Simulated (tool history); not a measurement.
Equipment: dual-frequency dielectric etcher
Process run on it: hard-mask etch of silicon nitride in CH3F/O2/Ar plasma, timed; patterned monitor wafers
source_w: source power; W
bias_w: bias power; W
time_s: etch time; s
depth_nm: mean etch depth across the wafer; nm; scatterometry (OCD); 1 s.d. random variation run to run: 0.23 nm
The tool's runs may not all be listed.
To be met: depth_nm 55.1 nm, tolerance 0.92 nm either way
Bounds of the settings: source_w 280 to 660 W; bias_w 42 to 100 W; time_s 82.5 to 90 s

Run 1, hour 0: source_w 470 W, bias_w 71 W, time_s 90 s. Result: depth_nm 66.392 nm.
Run 2, hour 4.3: source_w 470 W, bias_w 71 W, time_s 82.5 s. Result: depth_nm 61.156 nm.
Run 3, hour 11.5: source_w 470 W, bias_w 71 W, time_s 90 s. Result: depth_nm 66.017 nm.
Run 4, hour 15.2: source_w 470 W, bias_w 81 W, time_s 90 s. Result: depth_nm 70.586 nm.
Run 5, hour 20.5: source_w 520 W, bias_w 81 W, time_s 90 s. Result: depth_nm 73.445 nm.
Run 6, hour 23.7: source_w 520 W, bias_w 81 W, time_s 82.5 s. Result: depth_nm 67.585 nm.
Run 7, hour 26.3: source_w 460 W, bias_w 78 W, time_s 82.5 s. Result: depth_nm 62.778 nm.
Run 8, hour 34.2: source_w 420 W, bias_w 77 W, time_s 82.5 s. Result: depth_nm 60.064 nm.
Run 9, hour 39.7: source_w 400 W, bias_w 77 W, time_s 82.5 s. Result: depth_nm 58.782 nm.
Run 10, hour 40.5: source_w 320 W, bias_w 75 W, time_s 82.5 s. Result: depth_nm 52.11 nm.
Run 11, hour 49.4: source_w 330 W, bias_w 75 W, time_s 82.5 s. Result: depth_nm 53.365 nm.
Run 12, hour 53: source_w 340 W, bias_w 75 W, time_s 82.5 s. Result: depth_nm 53.55 nm.

Pick the move, out of 5, that brings all results within their allowed miss; only one does.
Run A, hour 56.6: source_w 390 W, bias_w 69 W, time_s 82.5 s. Result: depth_nm ?.
Run B, hour 56.6: source_w 300 W, bias_w 82 W, time_s 90 s. Result: depth_nm ?.
Run C, hour 56.6: source_w 330 W, bias_w 76 W, time_s 88.5 s. Result: depth_nm ?.
Run D, hour 56.6: source_w 330 W, bias_w 76 W, time_s 89 s. Result: depth_nm ?.
Run E, hour 56.6: source_w 360 W, bias_w 77 W, time_s 85 s. Result: depth_nm ?.

move  depth_nm
   A    54.861
   B    56.844
   C    56.655
   D    56.975
   E    57.051
A: every result lands within tolerance
B: carries the result that was furthest off beyond its target, to the other side
C: carries the result that was furthest off beyond its target, to the other side
D: carries the result that was furthest off beyond its target, to the other side
E: carries the result that was furthest off beyond its target, to the other side
The right move is A.
